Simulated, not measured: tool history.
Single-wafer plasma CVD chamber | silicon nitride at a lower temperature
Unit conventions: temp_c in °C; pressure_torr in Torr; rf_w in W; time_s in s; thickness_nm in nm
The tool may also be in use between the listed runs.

| run | day | temp_c | pressure_torr | rf_w | time_s | thickness_nm |
|---|---|---|---|---|---|---|
| 1 | 0 | 330 | 1.52 | 305 | 26.8 | 30.81 |
| 2 | 0.188 | 330 | 1.64 | 310 | 26.8 | 31.595 |
| 3 | 0.446 | 330 | 1.73 | 315 | 26.8 | 32.4 |
| 4 | 0.646 | 330 | 1.48 | 315 | 26.8 | 31.252 |
|  | 0.875 | RF generator calibrated |
| 5 | 0.875 | 330 | 1.65 | 315 | 26.8 | 33.483 |
| 6 | 1.15 | 330 | 1.65 | 315 | 26.8 | 33.521 |
| 7 | 1.292 | 330 | 1.69 | 315 | 26.8 | 33.69 |
| 8 | 1.454 | 330 | 1.73 | 315 | 26.8 | 33.831 |
| 9 | 1.792 | 330 | 1.76 | 315 | 26.8 | 33.932 |
| 10 | 1.95 | 330 | 1.79 | 315 | 26.8 | 34.15 |
| 11 | 2.033 | 330 | 1.82 | 315 | 26.8 | 34.165 |
| 12 | 2.229 | 330 | 1.85 | 315 | 26.8 | 34.387 |
| 13 | 2.438 | 330 | 1.88 | 315 | 26.8 | 34.499 |
| 14 | 2.583 | 330 | 1.91 | 315 | 26.8 | 34.543 |

Run 15 has not been measured yet. What should we expect?
| 15 | 2.621 | 330 | 1.94 | 315 | 26.8 | ? |

thickness_nm: 34.776 nm
